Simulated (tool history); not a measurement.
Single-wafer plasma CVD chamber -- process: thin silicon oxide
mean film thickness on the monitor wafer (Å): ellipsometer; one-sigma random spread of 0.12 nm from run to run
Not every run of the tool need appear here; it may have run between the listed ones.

run	day	heater temperature setpoint (°C)	chamber pressure (Torr)	RF power (W)	deposition time (s)	mean film thickness on the monitor wafer (Å)
1	0	410	0.846	330	15	265.93
2	0.362	410	0.846	330	15	266.21
3	0.404	410	0.892	330	15	279.6
4	0.529	410	0.924	330	15	287.95
5	0.821	410	0.949	330	15	297.63
6	0.938	410	0.949	285	15	267.74
7	1.096	410	0.994	285	15	279.96
8	1.171	410	1.028	285	15	284.73
9	1.204	410	1.061	285	15	295.07

Estimate the outcome of run 10 from the log above:
10	1.438	410	1.081	285	15	?

{"run 10": {"mean film thickness on the monitor wafer (Å)": 297.53}}
